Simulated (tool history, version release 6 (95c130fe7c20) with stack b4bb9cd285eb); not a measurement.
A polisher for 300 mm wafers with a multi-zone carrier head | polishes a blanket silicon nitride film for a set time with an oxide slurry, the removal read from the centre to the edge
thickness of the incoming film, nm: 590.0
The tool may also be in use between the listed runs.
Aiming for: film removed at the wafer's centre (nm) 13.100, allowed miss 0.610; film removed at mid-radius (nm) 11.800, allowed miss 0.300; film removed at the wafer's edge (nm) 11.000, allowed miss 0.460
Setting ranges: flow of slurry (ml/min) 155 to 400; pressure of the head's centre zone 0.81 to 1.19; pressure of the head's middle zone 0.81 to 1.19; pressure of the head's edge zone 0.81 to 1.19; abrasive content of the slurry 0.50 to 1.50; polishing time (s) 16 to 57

run    day  flow of slurry (ml/min)  pressure of the head's centre zone  pressure of the head's middle zone  pressure of the head's edge zone  abrasive content of the slurry  polishing time (s)  film removed at the wafer's centre (nm)  film removed at mid-radius (nm)  film removed at the wafer's edge (nm)
  1  0.000                      255                                1.00                                1.00                              1.00                            1.00                  36                                   22.864                           22.477                                 22.097
  2  0.038                      285                                1.00                                1.00                              1.00                            1.00                  36                                   22.827                           23.152                                 22.095
  3  0.254                      285                                1.00                                1.00                              1.00                            1.00                  27                                   17.558                           17.334                                 17.010
  4  0.408                      245                                1.00                                1.00                              1.00                            1.00                  27                                   17.240                           16.790                                 16.519
  5  0.621                      245                                1.00                                0.93                              1.00                            1.00                  27                                   17.133                           16.118                                 16.382
  6  0.838                      245                                1.00                                0.93                              0.94                            1.00                  27                                   17.123                           16.171                                 16.389
  7  1.192                      245                                1.03                                0.96                              0.92                            0.85                  26                                   15.199                           14.951                                 14.175
  8  1.446                      235                                1.06                                0.94                              0.91                            0.75                  26                                   14.838                           13.548                                 13.513
  9  1.758                      235                                1.08                                0.95                              0.88                            0.70                  26                                   14.493                           13.493                                 12.500
 10  1.825                      205                                1.07                                0.86                              0.81                            0.55                  26                                   12.908                           10.800                                 10.898
 11  2.150                      220                                1.07                                0.88                              0.82                            0.55                  26                                   13.115                           11.184                                 11.033
 12  2.454                      220                                1.07                                0.88                              0.82                            0.55                  26                                   13.148                           11.210                                 11.116
 13  2.529                      230                                1.07                                0.89                              0.82                            0.55                  26                                   13.520                           11.427                                 11.044
 14  2.625                      230                                1.06                                0.90                              0.82                            0.55                  26                                   12.738                           11.375                                 11.012

Consider the 5 candidate settings below. Which is the only one whose results all fall within their allowed miss of target?
  A  2.721                      180                                1.16                                0.90                              0.83                            0.50                  27                                        ?                                ?                                      ?
  B  2.721                      275                                1.09                                0.97                              0.88                            0.55                  25                                        ?                                ?                                      ?
  C  2.721                      285                                1.19                                0.91                              0.81                            0.50                  27                                        ?                                ?                                      ?
  D  2.721                      205                                1.11                                0.88                              0.83                            0.50                  27                                        ?                                ?                                      ?
  E  2.721                      250                                0.91                                0.91                              0.95                            0.55                  26                                        ?                                ?                                      ?

move  film removed at the wafer's centre (nm)  film removed at mid-radius (nm)  film removed at the wafer's edge (nm)
   A                                   13.374                           10.879                                 10.880
   B                                   13.158                           11.916                                 11.353
   C                                   14.765                           11.740                                 11.325
   D                                   13.179                           10.948                                 11.070
   E                                   11.464                           11.671                                 12.133
A: further off than the last run
B: all results land within tolerance of their targets
C: brings the last run's worst result on target, with another outside its allowed miss
D: further off than the last run
E: brings the last run's worst result on target, with another outside its allowed miss
So the answer is move B, the one that meets all the targets.

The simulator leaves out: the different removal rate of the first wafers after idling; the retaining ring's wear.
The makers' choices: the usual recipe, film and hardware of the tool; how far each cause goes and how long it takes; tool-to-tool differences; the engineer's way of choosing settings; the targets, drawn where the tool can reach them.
